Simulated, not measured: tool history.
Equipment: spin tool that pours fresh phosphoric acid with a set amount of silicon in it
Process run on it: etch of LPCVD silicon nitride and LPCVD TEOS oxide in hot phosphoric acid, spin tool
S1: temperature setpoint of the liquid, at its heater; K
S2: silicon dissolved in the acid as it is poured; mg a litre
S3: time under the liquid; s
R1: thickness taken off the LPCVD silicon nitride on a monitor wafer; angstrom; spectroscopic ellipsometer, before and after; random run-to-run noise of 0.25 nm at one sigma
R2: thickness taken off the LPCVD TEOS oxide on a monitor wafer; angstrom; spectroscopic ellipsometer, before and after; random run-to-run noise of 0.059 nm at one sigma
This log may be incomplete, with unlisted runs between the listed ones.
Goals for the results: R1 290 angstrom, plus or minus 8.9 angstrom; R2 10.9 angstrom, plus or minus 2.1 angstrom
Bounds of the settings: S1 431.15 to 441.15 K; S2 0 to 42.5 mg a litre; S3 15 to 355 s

run  hour      S1    S2   S3      R1      R2
  1     0  436.15  18.5  180  173.13  4.3133
  2   6.3  436.15    29  180   170.5  3.1223
  3  11.5  436.65    27  185   178.8   3.607
  4  13.2  437.15  25.5  190  185.82  3.9854
  5  21.5  437.15    24  195  193.27   4.316
  6  30.1  437.65  22.5  200  200.19  4.6027
  7  31.2  437.65  22.5  200  198.17  4.7522
  8  33.9  437.65    21  205  205.73  5.3009
  9  42.9  437.65    20  210  208.83  5.4749
 10  46.9  437.65    19  215  215.58  5.9985
 11  54.5  437.65  18.5  220  219.09  6.5672

Below are 4 possible settings for the next run. Only one of them brings all results inside the allowed miss of their targets. Which is it?
  A  62.1  439.15    22  275   ?   ?
  B  62.1  437.65  17.5  275   ?   ?
  C  62.1  437.15    13  145   ?   ?
  D  62.1  436.65     4  300   ?   ?

move      R1      R2
   A   290.5  6.8803
   B  276.56  7.0146
   C  143.44  3.9947
   D  291.92  9.6769
A: puts the biggest miss on target and leaves a different result outside tolerance
B: gains on the last run, yet a result remains outside its allowed miss
C: further off than the last run
D: all results land within tolerance of their targets
Correct choice: D, which meets every target
